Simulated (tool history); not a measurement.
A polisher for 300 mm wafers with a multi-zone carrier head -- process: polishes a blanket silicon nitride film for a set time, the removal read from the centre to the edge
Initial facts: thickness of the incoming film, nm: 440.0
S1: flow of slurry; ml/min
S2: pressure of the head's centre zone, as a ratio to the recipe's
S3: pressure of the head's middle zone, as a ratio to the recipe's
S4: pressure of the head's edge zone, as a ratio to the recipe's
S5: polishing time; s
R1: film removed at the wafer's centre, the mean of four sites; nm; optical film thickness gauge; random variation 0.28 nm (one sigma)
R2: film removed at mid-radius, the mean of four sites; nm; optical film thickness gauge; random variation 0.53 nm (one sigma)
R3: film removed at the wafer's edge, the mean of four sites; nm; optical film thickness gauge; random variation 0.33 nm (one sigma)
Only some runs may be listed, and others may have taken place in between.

run	hour	S1	S2	S3	S4	S5	R1	R2	R3
1	0	180	1	1	1	50	53.789	53.332	54.202
2	5.7	175	0.98	0.98	0.96	47	50.24	49.84	50.12
3	10.4	170	0.96	0.96	0.94	45	47.196	45.727	47.133
4	13.4	190	0.96	0.96	0.94	45	48.414	47.566	48.452
5	19.6	190	0.96	0.96	1.02	45	48.036	47.166	48.975
6	26.8	185	0.95	0.95	0.99	43	44.897	45.693	46.118
7	30.3	175	0.94	0.94	0.97	42	43.196	42.959	45.547

Estimate the outcome of run 8 from the log above:
8	32	170	0.94	0.95	0.94	41	?	?	?

Logged for run 8: R1 42.282 nm, R2 40.649 nm, R3 43.154 nm.
